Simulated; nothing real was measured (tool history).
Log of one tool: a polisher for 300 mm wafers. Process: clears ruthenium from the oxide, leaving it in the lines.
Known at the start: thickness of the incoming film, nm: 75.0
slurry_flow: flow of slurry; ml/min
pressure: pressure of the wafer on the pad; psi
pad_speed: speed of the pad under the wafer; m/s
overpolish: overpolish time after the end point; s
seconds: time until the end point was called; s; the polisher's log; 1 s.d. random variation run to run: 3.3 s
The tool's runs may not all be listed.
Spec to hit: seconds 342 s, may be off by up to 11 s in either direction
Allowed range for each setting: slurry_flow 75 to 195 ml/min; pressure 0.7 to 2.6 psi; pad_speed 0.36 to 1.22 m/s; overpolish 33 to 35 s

run	hour	slurry_flow	pressure	pad_speed	overpolish	seconds
1	0	125	1.6	0.78	33	134.06
2	2.8	125	1.9	0.78	33	111.71
3	5.5	120	1.6	0.72	33	145.41
4	13.4	120	1.6	0.82	33	125.47
5	15.1	120	1.6	0.74	33	141.51
# hour 19.4: head pressure recalibrated
6	19.4	115	1.4	0.68	33	161.89
7	24.8	105	1.2	0.6	33	214.14
8	25.9	100	1.1	0.58	33	239.74
9	33.2	95	1	0.56	33	276.71

Consider the 4 candidate settings below. Which is the only one whose results all fall within their allowed miss of target?
A	40.5	100	0.8	0.6	33	?
B	40.5	95	1.2	0.62	35	?
C	40.5	130	0.7	0.6	35	?
D	40.5	90	0.7	0.72	35	?

move	seconds
A	316.86
B	211.41
C	339.19
D	309.39
A: moves toward the targets from the last run without getting all of them in spec
B: misses by more than the last run did
C: every result within its allowed miss
D: moves toward the targets from the last run without getting all of them in spec
C meets every target.

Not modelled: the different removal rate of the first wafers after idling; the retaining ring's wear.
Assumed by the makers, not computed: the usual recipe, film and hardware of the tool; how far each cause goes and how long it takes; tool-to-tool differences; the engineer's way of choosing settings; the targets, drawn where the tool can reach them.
